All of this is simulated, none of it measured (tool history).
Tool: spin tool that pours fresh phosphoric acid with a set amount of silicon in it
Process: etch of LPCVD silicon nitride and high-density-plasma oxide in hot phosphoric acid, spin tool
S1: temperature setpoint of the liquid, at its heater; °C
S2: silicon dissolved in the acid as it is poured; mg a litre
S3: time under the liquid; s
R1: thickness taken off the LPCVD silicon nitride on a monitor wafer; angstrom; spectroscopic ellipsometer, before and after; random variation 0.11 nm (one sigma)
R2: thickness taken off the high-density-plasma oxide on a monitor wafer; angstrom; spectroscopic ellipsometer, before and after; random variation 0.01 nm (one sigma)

run 1 hour=0.0 | S1=164.0 S2=9.0 S3=180 | R1=204.60 R2=4.0529
run 2 hour=1.0 | S1=162.0 S2=9.0 S3=180 | R1=190.25 R2=3.6413
run 3 hour=8.1 | S1=162.0 S2=11.5 S3=180 | R1=191.95 R2=3.5279
run 4 hour=9.0 | S1=162.0 S2=15.0 S3=180 | R1=193.28 R2=3.0023
run 5 hour=13.7 | S1=162.0 S2=15.0 S3=235 | R1=252.06 R2=3.7477
run 6 hour=20.1 | S1=162.0 S2=18.0 S3=235 | R1=247.16 R2=3.6299
run 7 hour=21.0 | S1=161.5 S2=18.0 S3=205 | R1=214.28 R2=3.2448

Forecast run 8:
run 8 hour=24.5 | S1=161.0 S2=18.5 S3=180 | R1=? R2=?

Run 8 gave R1 183.46 angstrom, R2 2.6572 angstrom.
